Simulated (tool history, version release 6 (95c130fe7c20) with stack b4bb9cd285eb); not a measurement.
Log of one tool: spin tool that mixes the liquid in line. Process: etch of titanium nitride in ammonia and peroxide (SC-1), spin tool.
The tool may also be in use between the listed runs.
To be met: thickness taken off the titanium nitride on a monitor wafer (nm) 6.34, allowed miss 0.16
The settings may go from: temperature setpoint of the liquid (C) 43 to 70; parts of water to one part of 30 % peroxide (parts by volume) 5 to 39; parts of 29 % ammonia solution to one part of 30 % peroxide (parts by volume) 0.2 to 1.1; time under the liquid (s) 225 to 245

run  hour  temperature setpoint of the liquid (C)  parts of water to one part of 30 % peroxide (parts by volume)  parts of 29 % ammonia solution to one part of 30 % peroxide (parts by volume)  time under the liquid (s)  thickness taken off the titanium nitride on a monitor wafer (nm)
  1     0                                      59                                                           21.5                                                                            0.6                        225                                                            10.781
  2   1.1                                    56.5                                                           21.5                                                                            0.6                        225                                                            9.2186
  3   3.6                                    56.5                                                           21.5                                                                            0.6                        245                                                            10.092
  4     7                                    56.5                                                           21.5                                                                            0.6                        245                                                            10.219
  5   9.4                                    56.5                                                             16                                                                            0.6                        245                                                            11.971
  6  12.2                                    56.5                                                             21                                                                            0.6                        245                                                            10.378
  7    19                                    54.5                                                             21                                                                            0.6                        245                                                            9.0321
  8  21.5                                    54.5                                                             21                                                                            0.6                        245                                                            8.9995
  9  27.2                                      53                                                             21                                                                            0.6                        245                                                            8.1537
 10  28.5                                    48.5                                                             21                                                                            0.6                        245                                                            5.8817

4 next moves are on the table. One of them brings every result within its allowed miss. Which?
  A  29.8                                      54                                                           32.5                                                                            0.4                        230                                                                 ?
  B  29.8                                      50                                                             13                                                                            0.2                        225                                                                 ?
  C  29.8                                      50                                                           23.5                                                                            0.8                        225                                                                 ?
  D  29.8                                    48.5                                                             23                                                                           0.65                        235                                                                 ?

move  thickness taken off the titanium nitride on a monitor wafer (nm)
   A                                                            5.9087
   B                                                            6.4406
   C                                                            6.0095
   D                                                            5.5064
A: nearer than the last run, and not there yet
B: meets every target
C: nearer than the last run, and not there yet
D: further off than the last run
Answer: B

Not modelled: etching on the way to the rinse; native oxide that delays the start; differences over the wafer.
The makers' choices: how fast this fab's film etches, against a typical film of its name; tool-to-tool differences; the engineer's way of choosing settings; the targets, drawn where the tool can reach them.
